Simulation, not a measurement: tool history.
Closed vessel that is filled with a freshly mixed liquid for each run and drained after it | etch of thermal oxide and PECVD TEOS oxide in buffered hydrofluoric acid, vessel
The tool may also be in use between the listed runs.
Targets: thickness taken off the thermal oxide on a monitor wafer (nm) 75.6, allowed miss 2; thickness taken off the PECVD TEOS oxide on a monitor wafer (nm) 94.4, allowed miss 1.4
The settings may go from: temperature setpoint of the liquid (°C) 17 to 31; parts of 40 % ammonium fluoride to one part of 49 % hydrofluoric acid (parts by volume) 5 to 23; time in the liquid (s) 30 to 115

| run | hour | temperature setpoint of the liquid (°C) | parts of 40 % ammonium fluoride to one part of 49 % hydrofluoric acid (parts by volume) | time in the liquid (s) | thickness taken off the thermal oxide on a monitor wafer (nm) | thickness taken off the PECVD TEOS oxide on a monitor wafer (nm) |
|---|---|---|---|---|---|---|
| 1 | 0 | 23 | 14 | 60 | 50.747 | 63.517 |
| 2 | 5.9 | 23 | 12.5 | 60 | 57.265 | 71.288 |
| 3 | 10.8 | 26 | 12.5 | 60 | 67.082 | 84.442 |
| 4 | 19.6 | 26 | 10 | 60 | 83.658 | 103.38 |
| 5 | 26.4 | 26 | 10 | 75 | 103.1 | 129.68 |
| 6 | 30.5 | 25.5 | 10 | 75 | 100.9 | 126.34 |
| 7 | 31.1 | 25 | 10 | 75 | 98.45 | 122.22 |
| 8 | 33.4 | 24.5 | 10 | 75 | 95.724 | 120.14 |
| 9 | 36 | 24 | 10 | 75 | 92.676 | 116.67 |
| 10 | 37.9 | 23.5 | 10 | 75 | 90.736 | 113.44 |
| 11 | 46 | 23 | 10 | 75 | 88.619 | 110.38 |
| 12 | 51.5 | 22.5 | 10 | 75 | 86.494 | 107.84 |
| 13 | 52 | 22 | 10 | 75 | 83.664 | 103.93 |
| 14 | 54.8 | 21 | 10 | 75 | 78.957 | 98.752 |
| 15 | 57.3 | 20.5 | 10 | 75 | 77.07 | 95.798 |

Which of these 5 next moves meets every target?
| A | 59.8 | 21 | 15 | 110 | ? | ? |
| B | 59.8 | 23.5 | 10 | 65 | ? | ? |
| C | 59.8 | 20.5 | 8.5 | 65 | ? | ? |
| D | 59.8 | 19 | 6.5 | 55 | ? | ? |
| E | 59.8 | 20 | 5.5 | 45 | ? | ? |

| move | thickness taken off the thermal oxide on a monitor wafer (nm) | thickness taken off the PECVD TEOS oxide on a monitor wafer (nm) |
|---|---|---|
| A | 77.877 | 98.286 |
| B | 78.542 | 99.126 |
| C | 75.666 | 95.496 |
| D | 77.458 | 97.757 |
| E | 77.345 | 97.615 |
A: further off than the last run
B: further off than the last run
C: meets every target
D: further off than the last run
E: further off than the last run
The right move is C.

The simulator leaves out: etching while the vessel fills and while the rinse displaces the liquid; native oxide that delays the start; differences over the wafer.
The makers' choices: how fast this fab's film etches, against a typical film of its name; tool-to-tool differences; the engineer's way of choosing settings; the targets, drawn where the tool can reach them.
